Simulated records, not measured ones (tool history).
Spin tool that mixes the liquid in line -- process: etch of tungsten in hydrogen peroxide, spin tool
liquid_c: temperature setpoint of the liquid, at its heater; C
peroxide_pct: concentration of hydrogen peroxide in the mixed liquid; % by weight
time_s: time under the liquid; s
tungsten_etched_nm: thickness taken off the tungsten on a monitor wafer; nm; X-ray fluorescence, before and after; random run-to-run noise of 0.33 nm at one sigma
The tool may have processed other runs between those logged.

| run | hour | liquid_c | peroxide_pct | time_s | tungsten_etched_nm |
|---|---|---|---|---|---|
| 1 | 0.0 | 43.0 | 17.0 | 55 | 50.601 |
| 2 | 6.4 | 43.0 | 19.5 | 55 | 54.685 |
| 3 | 8.1 | 49.5 | 19.5 | 55 | 82.133 |
| 4 | 15.4 | 49.0 | 19.5 | 55 | 79.778 |
| 5 | 19.5 | 48.5 | 19.5 | 55 | 77.647 |
| 6 | 25.8 | 48.0 | 19.5 | 55 | 75.002 |
| 7 | 27.4 | 47.5 | 19.5 | 55 | 72.650 |
| 8 | 35.5 | 47.0 | 19.5 | 55 | 70.741 |
| 9 | 43.4 | 46.5 | 19.5 | 55 | 68.091 |

Run 10 comes next. What will it give?
| 10 | 47.8 | 45.5 | 19.5 | 55 | ? |

tungsten_etched_nm: 64.807 nm
